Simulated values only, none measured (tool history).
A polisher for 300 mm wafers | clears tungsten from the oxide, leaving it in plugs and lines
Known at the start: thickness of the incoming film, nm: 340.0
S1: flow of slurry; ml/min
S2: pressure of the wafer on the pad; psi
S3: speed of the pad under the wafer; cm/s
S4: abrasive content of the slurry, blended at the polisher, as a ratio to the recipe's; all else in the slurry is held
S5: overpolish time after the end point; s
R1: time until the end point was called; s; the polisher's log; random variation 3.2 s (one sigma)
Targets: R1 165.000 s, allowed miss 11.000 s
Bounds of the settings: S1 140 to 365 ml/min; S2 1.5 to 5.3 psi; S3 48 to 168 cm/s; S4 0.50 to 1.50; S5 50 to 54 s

| run | day | S1 | S2 | S3 | S4 | S5 | R1 |
|---|---|---|---|---|---|---|---|
| 1 | 0.000 | 235 | 3.4 | 108 | 1.00 | 50 | 85.439 |
| 2 | 0.342 | 215 | 3.4 | 108 | 1.00 | 50 | 85.964 |
| 3 | 0.446 | 215 | 3.2 | 106 | 1.00 | 50 | 94.274 |
| 4 | 0.688 | 215 | 3.0 | 106 | 1.00 | 50 | 99.631 |
| 5 | 0.804 | 215 | 2.8 | 104 | 1.00 | 50 | 105.210 |
| 6 | 0.896 | 215 | 2.8 | 104 | 0.80 | 50 | 110.350 |
| 7 | 1.212 | 215 | 2.7 | 104 | 0.80 | 50 | 109.050 |
| 8 | 1.558 | 210 | 1.7 | 86 | 0.75 | 50 | 188.870 |

Which of these 4 next moves meets every target?
| A | 1.904 | 205 | 2.2 | 78 | 0.95 | 50 | ? |
| B | 1.904 | 245 | 1.9 | 74 | 0.75 | 50 | ? |
| C | 1.904 | 270 | 2.3 | 92 | 0.85 | 50 | ? |
| D | 1.904 | 175 | 1.6 | 90 | 0.85 | 50 | ? |

| move | R1 |
|---|---|
| A | 169.400 |
| B | 198.970 |
| C | 138.240 |
| D | 188.000 |
A: meets every target
B: further off than the last run
C: takes the result that was furthest off past its target
D: as far off as the last run
The right move is A.
